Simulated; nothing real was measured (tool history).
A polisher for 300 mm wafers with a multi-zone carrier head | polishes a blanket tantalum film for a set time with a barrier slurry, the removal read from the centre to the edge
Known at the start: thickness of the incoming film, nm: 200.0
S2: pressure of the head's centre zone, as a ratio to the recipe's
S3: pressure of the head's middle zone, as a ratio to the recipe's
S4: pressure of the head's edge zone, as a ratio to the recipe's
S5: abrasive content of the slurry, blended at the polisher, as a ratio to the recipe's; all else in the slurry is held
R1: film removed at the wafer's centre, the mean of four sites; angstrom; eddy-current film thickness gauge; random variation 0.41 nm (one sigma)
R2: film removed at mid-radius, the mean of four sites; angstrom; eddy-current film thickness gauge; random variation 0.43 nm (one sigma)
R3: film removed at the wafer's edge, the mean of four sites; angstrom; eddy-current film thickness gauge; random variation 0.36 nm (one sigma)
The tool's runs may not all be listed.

{"run": 1, "day": 0.0, "flow of slurry (ml/min)": 265, "S2": 1.0, "S3": 1.0, "S4": 1.0, "S5": 1.0, "polishing time (s)": 62, "R1": 674.08, "R2": 662.23, "R3": 699.07}
{"run": 2, "day": 0.171, "flow of slurry (ml/min)": 265, "S2": 1.0, "S3": 1.02, "S4": 0.98, "S5": 0.9, "polishing time (s)": 57, "R1": 588.58, "R2": 602.3, "R3": 611.48}
{"run": 3, "day": 0.462, "flow of slurry (ml/min)": 265, "S2": 1.0, "S3": 1.02, "S4": 0.98, "S5": 0.9, "polishing time (s)": 51, "R1": 536.12, "R2": 551.01, "R3": 555.62}
{"run": 4, "day": 0.654, "flow of slurry (ml/min)": 265, "S2": 1.01, "S3": 1.02, "S4": 0.96, "S5": 0.85, "polishing time (s)": 48, "R1": 492.95, "R2": 505.01, "R3": 511.72}
{"run": 5, "day": 0.9, "flow of slurry (ml/min)": 265, "S2": 1.01, "S3": 1.02, "S4": 1.02, "S5": 0.85, "polishing time (s)": 48, "R1": 499.36, "R2": 502.14, "R3": 515.9}
{"run": 6, "day": 1.038, "flow of slurry (ml/min)": 265, "S2": 1.01, "S3": 1.02, "S4": 1.02, "S5": 1.05, "polishing time (s)": 48, "R1": 534.46, "R2": 532.1, "R3": 556.87}

Forecast run 7:
{"run": 7, "day": 1.079, "flow of slurry (ml/min)": 265, "S2": 1.01, "S3": 1.02, "S4": 1.02, "S5": 1.05, "polishing time (s)": 48, "R1": "?", "R2": "?", "R3": "?"}

{"run 7": {"R1": 532.09, "R2": 532.34, "R3": 543.84}}
